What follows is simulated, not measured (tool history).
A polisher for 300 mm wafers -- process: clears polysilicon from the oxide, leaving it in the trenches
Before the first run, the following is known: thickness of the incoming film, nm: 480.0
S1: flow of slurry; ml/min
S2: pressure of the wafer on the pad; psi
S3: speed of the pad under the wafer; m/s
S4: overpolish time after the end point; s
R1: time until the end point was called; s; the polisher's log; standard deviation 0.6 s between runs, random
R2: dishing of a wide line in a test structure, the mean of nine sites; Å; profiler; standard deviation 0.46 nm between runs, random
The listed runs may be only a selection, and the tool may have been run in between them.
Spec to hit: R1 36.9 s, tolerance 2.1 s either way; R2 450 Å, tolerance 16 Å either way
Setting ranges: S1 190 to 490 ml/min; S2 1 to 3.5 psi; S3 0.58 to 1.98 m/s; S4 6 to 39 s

run	hour	S1	S2	S3	S4	R1	R2
1	0	315	2.2	1.28	20	34.306	547.33
2	1.6	375	2.2	1.28	20	34.445	545.93
3	3.3	375	1.9	1.28	20	39.642	528.6
4	8.9	375	1.5	1.28	20	49.426	507.48
5	15.2	375	1.5	1.28	16	49.798	492.02
6	17.2	400	1.5	1.38	14	46.991	476.58
7	22.4	410	1.6	1.42	12	43.722	470.88
8	27.2	415	1.6	1.44	11	42.34	467.66

Consider the 5 candidate settings below. Which is the only one whose results all fall within their allowed miss of target?
A	32	360	2.2	1.2	7	?	?
B	32	490	2.2	1.38	6	?	?
C	32	490	2.2	1.44	6	?	?
D	32	430	1.7	1.38	12	?	?
E	32	340	1.6	1.66	9	?	?

move	R1	R2
A	36.615	397.76
B	31.736	395.65
C	30.536	402.91
D	40.997	469.39
E	37.243	439.7
A: meets the target for the result that was furthest off, but another lies outside its allowed miss
B: carries the result that was furthest off beyond its target, to the other side
C: carries the result that was furthest off beyond its target, to the other side
D: gains on the last run, yet a result remains outside its allowed miss
E: every result within its allowed miss
Answer: E
